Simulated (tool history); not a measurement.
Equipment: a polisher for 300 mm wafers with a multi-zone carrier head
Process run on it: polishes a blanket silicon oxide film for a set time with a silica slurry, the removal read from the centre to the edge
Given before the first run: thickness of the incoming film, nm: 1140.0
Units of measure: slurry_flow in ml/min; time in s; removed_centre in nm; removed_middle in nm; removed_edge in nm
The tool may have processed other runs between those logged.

run	hour	slurry_flow	centre_zone	middle_zone	edge_zone	slurry_solids	time	removed_centre	removed_middle	removed_edge
1	0.0	185	1.00	1.00	1.00	1.00	72	211.32	208.10	213.57
2	5.7	195	1.01	1.02	1.03	1.10	72	227.49	217.72	231.06
3	13.6	205	1.01	1.06	1.03	1.15	72	229.96	234.07	235.05
4	19.4	205	0.94	1.06	1.03	1.15	72	215.10	231.43	233.97
5	26.5	215	0.97	1.08	1.06	1.20	72	227.33	246.46	244.84
6	33.6	225	0.99	1.09	1.08	1.25	72	236.85	259.11	249.38
7	35.1	225	1.00	1.08	1.09	1.30	72	243.75	250.79	255.53
8	39.0	230	1.01	1.09	1.10	1.35	72	251.76	259.24	264.65
9	42.8	235	1.02	1.10	1.11	1.40	72	259.92	261.18	268.72
10	48.8	240	1.02	1.11	1.12	1.40	72	259.59	266.64	271.35

Forecast run 11:
11	55.8	245	1.03	1.12	1.13	1.40	72	?	?	?

For run 11 the tool returned removed_centre 261.19 nm, removed_middle 275.80 nm, removed_edge 276.10 nm.
